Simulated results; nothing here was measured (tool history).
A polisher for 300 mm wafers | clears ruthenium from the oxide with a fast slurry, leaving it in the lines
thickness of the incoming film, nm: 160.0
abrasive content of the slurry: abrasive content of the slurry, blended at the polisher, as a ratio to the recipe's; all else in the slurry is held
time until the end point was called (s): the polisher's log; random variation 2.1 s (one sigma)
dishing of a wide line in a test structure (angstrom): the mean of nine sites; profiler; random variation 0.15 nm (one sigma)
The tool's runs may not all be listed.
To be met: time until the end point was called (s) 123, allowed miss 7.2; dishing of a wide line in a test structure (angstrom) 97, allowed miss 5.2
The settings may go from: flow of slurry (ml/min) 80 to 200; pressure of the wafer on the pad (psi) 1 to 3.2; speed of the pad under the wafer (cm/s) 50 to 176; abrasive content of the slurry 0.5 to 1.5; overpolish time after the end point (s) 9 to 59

run  hour  flow of slurry (ml/min)  pressure of the wafer on the pad (psi)  speed of the pad under the wafer (cm/s)  abrasive content of the slurry  overpolish time after the end point (s)  time until the end point was called (s)  dishing of a wide line in a test structure (angstrom)
  1     0                      130                                     2.1                                      112                               1                                       30                                   54.394                                                  617.7
  2   5.6                      130                                     2.1                                      112                             0.9                                       30                                   55.553                                                 633.43
  3   7.5                      120                                     1.9                                       98                            1.05                                       25                                     68.1                                                 458.73
  4   8.8                      100                                     1.9                                       98                            1.05                                       25                                    69.55                                                 428.91
     13.4  -- worn pad replaced by a new one
  5  13.4                      100                                     1.9                                       98                             0.9                                       25                                   69.793                                                 429.25
  6  14.5                      100                                     1.6                                       98                             0.9                                       25                                   79.133                                                 379.65
  7    20                       95                                     1.5                                       88                             0.8                                       21                                   100.82                                                 259.59
  8  23.9                       80                                       2                                       56                            0.55                                        9                                   146.43                                                 80.294
  9  26.4                       90                                     2.1                                       56                            0.55                                        9                                    135.9                                                  87.35
 10  32.7                       95                                     2.1                                       56                            0.55                                        9                                   137.66                                                 87.982

Which of these 4 next moves meets every target?
  A    39                       80                                     2.2                                       54                            0.55                                       10                                        ?                                                      ?
  B    39                       95                                       2                                       64                             0.6                                       10                                        ?                                                      ?
  C    39                       80                                       2                                       50                             0.7                                        9                                        ?                                                      ?
  D    39                       80                                     2.1                                       64                             0.6                                        9                                        ?                                                      ?

move  time until the end point was called (s)  dishing of a wide line in a test structure (angstrom)
   A                                   149.26                                                 89.542
   B                                    125.4                                                 106.12
   C                                   158.11                                                 76.341
   D                                   127.75                                                 94.048
A: further off than the last run
B: brings the result that was furthest off to its target, and leaves another outside
C: further off than the last run
D: meets every target
Move D is the one to make.
